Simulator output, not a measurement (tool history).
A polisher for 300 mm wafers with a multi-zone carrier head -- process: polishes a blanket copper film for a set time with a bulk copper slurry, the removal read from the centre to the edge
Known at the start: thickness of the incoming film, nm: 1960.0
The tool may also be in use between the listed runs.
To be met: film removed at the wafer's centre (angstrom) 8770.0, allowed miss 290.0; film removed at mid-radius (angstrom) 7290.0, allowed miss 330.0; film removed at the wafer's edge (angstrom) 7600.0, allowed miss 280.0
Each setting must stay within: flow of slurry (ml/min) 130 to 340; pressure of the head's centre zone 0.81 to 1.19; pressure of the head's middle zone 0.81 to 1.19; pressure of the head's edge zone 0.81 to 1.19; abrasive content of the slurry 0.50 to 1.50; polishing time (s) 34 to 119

| run | day | flow of slurry (ml/min) | pressure of the head's centre zone | pressure of the head's middle zone | pressure of the head's edge zone | abrasive content of the slurry | polishing time (s) | film removed at the wafer's centre (angstrom) | film removed at mid-radius (angstrom) | film removed at the wafer's edge (angstrom) |
|---|---|---|---|---|---|---|---|---|---|---|
| 1 | 0.000 | 220 | 1.00 | 1.00 | 1.00 | 1.00 | 76 | 6116.4 | 5893.3 | 5746.1 |
| 2 | 0.104 | 220 | 0.93 | 1.00 | 1.00 | 1.00 | 76 | 5577.5 | 5874.2 | 5768.0 |
| 3 | 0.233 | 220 | 0.93 | 1.00 | 1.00 | 1.10 | 76 | 5788.0 | 5943.7 | 5839.9 |
| 4 | 0.475 | 225 | 0.95 | 1.00 | 1.02 | 1.20 | 78 | 6090.7 | 6051.6 | 6061.7 |
| 5 | 0.696 | 225 | 1.01 | 1.00 | 1.02 | 1.20 | 78 | 6429.2 | 6071.0 | 6167.6 |
| 6 | 0.892 | 225 | 1.01 | 1.00 | 1.02 | 1.05 | 78 | 6389.6 | 6014.9 | 5969.7 |
| 7 | 0.988 | 225 | 1.03 | 1.00 | 1.03 | 1.10 | 80 | 6757.0 | 6225.5 | 6226.5 |
| 8 | 1.288 | 225 | 1.05 | 1.01 | 1.05 | 1.15 | 82 | 7187.5 | 6403.5 | 6466.6 |
| 9 | 1.625 | 230 | 1.06 | 1.02 | 1.06 | 1.20 | 83 | 7262.7 | 6724.6 | 6616.8 |
| 10 | 1.767 | 230 | 1.08 | 1.02 | 1.07 | 1.25 | 84 | 7455.3 | 6863.1 | 6799.8 |
| 11 | 1.971 | 235 | 1.10 | 1.01 | 1.08 | 1.30 | 85 | 7866.8 | 6809.4 | 6962.6 |
| 12 | 2.212 | 240 | 1.11 | 1.01 | 1.09 | 1.35 | 85 | 7877.9 | 6891.7 | 6968.5 |
| 13 | 2.504 | 240 | 1.12 | 1.01 | 1.10 | 1.35 | 86 | 8335.1 | 6982.2 | 7115.4 |
| 14 | 2.742 | 240 | 1.12 | 1.01 | 1.11 | 1.40 | 86 | 8220.5 | 7193.8 | 7335.1 |
| 15 | 3.000 | 245 | 1.13 | 1.01 | 1.12 | 1.40 | 86 | 8290.7 | 7000.8 | 7148.4 |
| 16 | 3.100 | 245 | 1.13 | 1.01 | 1.12 | 1.40 | 87 | 8430.4 | 7252.7 | 7317.4 |

Of the 4 settings listed for the next run, only one would bring every result within its allowed miss of target. Which one?
| A | 3.200 | 260 | 1.14 | 0.97 | 1.10 | 1.45 | 89 | ? | ? | ? |
| B | 3.200 | 200 | 1.14 | 0.87 | 1.18 | 1.30 | 96 | ? | ? | ? |
| C | 3.200 | 265 | 1.12 | 1.07 | 1.16 | 1.20 | 86 | ? | ? | ? |
| D | 3.200 | 265 | 1.08 | 1.00 | 1.16 | 1.20 | 89 | ? | ? | ? |

| move | film removed at the wafer's centre (angstrom) | film removed at mid-radius (angstrom) | film removed at the wafer's edge (angstrom) |
|---|---|---|---|
| A | 8599.1 | 7375.1 | 7547.7 |
| B | 8740.7 | 6879.0 | 8024.4 |
| C | 7938.1 | 7524.1 | 7232.0 |
| D | 7915.8 | 7353.6 | 7491.3 |
A: meets every target
B: corrects the largest miss of the last run, while another result sits out of spec
C: lands further from the targets than the last run did
D: lands further from the targets than the last run did
The right move is A.
